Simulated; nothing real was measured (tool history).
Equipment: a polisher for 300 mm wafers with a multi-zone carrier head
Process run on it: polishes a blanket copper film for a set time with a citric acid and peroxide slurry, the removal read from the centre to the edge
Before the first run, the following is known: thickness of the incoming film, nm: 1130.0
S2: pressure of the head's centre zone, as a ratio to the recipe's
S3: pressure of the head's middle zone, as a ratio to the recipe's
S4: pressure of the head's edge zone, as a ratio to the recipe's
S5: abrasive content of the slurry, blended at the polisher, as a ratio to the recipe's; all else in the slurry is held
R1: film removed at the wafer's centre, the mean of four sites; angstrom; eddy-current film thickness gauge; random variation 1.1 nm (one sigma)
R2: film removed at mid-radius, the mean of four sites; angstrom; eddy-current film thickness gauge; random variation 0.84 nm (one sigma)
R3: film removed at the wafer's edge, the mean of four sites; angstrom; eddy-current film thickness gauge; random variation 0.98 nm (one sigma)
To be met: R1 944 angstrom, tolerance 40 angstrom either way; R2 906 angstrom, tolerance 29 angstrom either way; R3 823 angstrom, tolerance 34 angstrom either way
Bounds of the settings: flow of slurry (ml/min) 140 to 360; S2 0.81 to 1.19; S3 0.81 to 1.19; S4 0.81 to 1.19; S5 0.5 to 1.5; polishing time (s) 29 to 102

{"run": 1, "hour": 0.0, "flow of slurry (ml/min)": 230, "S2": 1, "S3": 1, "S4": 1, "S5": 1, "polishing time (s)": 65, "R1": 1691, "R2": 1623.4, "R3": 1619.6}
{"run": 2, "hour": 1.1, "flow of slurry (ml/min)": 230, "S2": 1, "S3": 1, "S4": 1, "S5": 1.1, "polishing time (s)": 65, "R1": 1701.3, "R2": 1678.7, "R3": 1646.5}
{"run": 3, "hour": 8.2, "flow of slurry (ml/min)": 230, "S2": 1, "S3": 1, "S4": 1, "S5": 1.1, "polishing time (s)": 80, "R1": 2067.9, "R2": 2025.3, "R3": 2077.3}
{"run": 4, "hour": 16.9, "flow of slurry (ml/min)": 230, "S2": 0.99, "S3": 1, "S4": 0.99, "S5": 1.05, "polishing time (s)": 73, "R1": 1874.8, "R2": 1869.3, "R3": 1846.2}
{"run": 5, "hour": 23.9, "flow of slurry (ml/min)": 230, "S2": 0.95, "S3": 1, "S4": 0.99, "S5": 1.05, "polishing time (s)": 73, "R1": 1810.2, "R2": 1846.1, "R3": 1860.5}
{"run": 6, "hour": 30.6, "flow of slurry (ml/min)": 230, "S2": 0.95, "S3": 1, "S4": 0.98, "S5": 1, "polishing time (s)": 67, "R1": 1597.3, "R2": 1669.7, "R3": 1695.3}
{"run": 7, "hour": 31.2, "flow of slurry (ml/min)": 225, "S2": 0.97, "S3": 1.01, "S4": 0.97, "S5": 0.95, "polishing time (s)": 62, "R1": 1499.2, "R2": 1569.6, "R3": 1537.3}
{"run": 8, "hour": 39.6, "flow of slurry (ml/min)": 220, "S2": 1.05, "S3": 0.92, "S4": 0.87, "S5": 0.7, "polishing time (s)": 44, "R1": 1121.9, "R2": 964.87, "R3": 971.15}
{"run": 9, "hour": 45.2, "flow of slurry (ml/min)": 220, "S2": 1.05, "S3": 0.93, "S4": 0.86, "S5": 0.7, "polishing time (s)": 43, "R1": 1103.4, "R2": 953.16, "R3": 952.09}
{"run": 10, "hour": 50.6, "flow of slurry (ml/min)": 220, "S2": 1.05, "S3": 0.94, "S4": 0.85, "S5": 0.65, "polishing time (s)": 42, "R1": 1035.6, "R2": 938.67, "R3": 913.63}
{"run": 11, "hour": 55.9, "flow of slurry (ml/min)": 205, "S2": 1.08, "S3": 0.98, "S4": 0.81, "S5": 0.5, "polishing time (s)": 40, "R1": 961.74, "R2": 878.32, "R3": 814.49}

Consider the 5 candidate settings below. Which is the only one whose results all fall within their allowed miss of target?
{"run": "A", "hour": 61.2, "flow of slurry (ml/min)": 245, "S2": 1.04, "S3": 0.93, "S4": 0.84, "S5": 0.55, "polishing time (s)": 39, "R1": "?", "R2": "?", "R3": "?"}
{"run": "B", "hour": 61.2, "flow of slurry (ml/min)": 245, "S2": 1.09, "S3": 0.93, "S4": 0.83, "S5": 0.55, "polishing time (s)": 39, "R1": "?", "R2": "?", "R3": "?"}
{"run": "C", "hour": 61.2, "flow of slurry (ml/min)": 200, "S2": 1.04, "S3": 0.98, "S4": 0.84, "S5": 0.5, "polishing time (s)": 39, "R1": "?", "R2": "?", "R3": "?"}
{"run": "D", "hour": 61.2, "flow of slurry (ml/min)": 240, "S2": 1.04, "S3": 0.88, "S4": 0.86, "S5": 0.5, "polishing time (s)": 41, "R1": "?", "R2": "?", "R3": "?"}
{"run": "E", "hour": 61.2, "flow of slurry (ml/min)": 235, "S2": 1.04, "S3": 1.01, "S4": 0.82, "S5": 0.6, "polishing time (s)": 39, "R1": "?", "R2": "?", "R3": "?"}

move=A R1=942.85 R2=839.95 R3=823.41
move=B R1=988.52 R2=839.74 R3=819.06
move=C R1=906.46 R2=845.7 R3=797.74
move=D R1=975.33 R2=830.37 R3=862.34
move=E R1=950.49 R2=907.5 R3=821.32
A: misses by more than the last run did
B: misses by more than the last run did
C: misses by more than the last run did
D: misses by more than the last run did
E: all results in spec
Answer: E

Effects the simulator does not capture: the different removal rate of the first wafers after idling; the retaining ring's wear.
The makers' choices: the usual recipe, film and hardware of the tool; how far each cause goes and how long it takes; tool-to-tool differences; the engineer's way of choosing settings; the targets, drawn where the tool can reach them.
